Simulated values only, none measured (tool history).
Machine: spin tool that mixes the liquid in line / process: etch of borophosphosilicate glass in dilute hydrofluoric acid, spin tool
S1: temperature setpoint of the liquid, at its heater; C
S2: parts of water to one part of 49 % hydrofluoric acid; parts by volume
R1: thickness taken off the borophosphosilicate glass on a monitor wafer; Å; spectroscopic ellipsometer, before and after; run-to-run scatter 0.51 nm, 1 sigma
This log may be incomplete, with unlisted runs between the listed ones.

Run 1, hour 0: S1 24 C, S2 160 parts by volume, time under the liquid (s) 65. Result: R1 260.2 Å.
Run 2, hour 0.9: S1 25.5 C, S2 135 parts by volume, time under the liquid (s) 65. Result: R1 335.23 Å.
Run 3, hour 2.1: S1 26.5 C, S2 115 parts by volume, time under the liquid (s) 65. Result: R1 419.55 Å.
Run 4, hour 4.4: S1 23.5 C, S2 115 parts by volume, time under the liquid (s) 65. Result: R1 373.2 Å.
Run 5, hour 10.7: S1 23.5 C, S2 115 parts by volume, time under the liquid (s) 65. Result: R1 373.89 Å.
Run 6, hour 15.9: S1 23.5 C, S2 140 parts by volume, time under the liquid (s) 65. Result: R1 299 Å.
Run 7, hour 24.7: S1 25 C, S2 120 parts by volume, time under the liquid (s) 65. Result: R1 378.47 Å.

For run 8, what comes out?
Run 8, hour 27: S1 29 C, S2 55 parts by volume, time under the liquid (s) 65. Result: R1 ?.

R1: 1055.8 Å
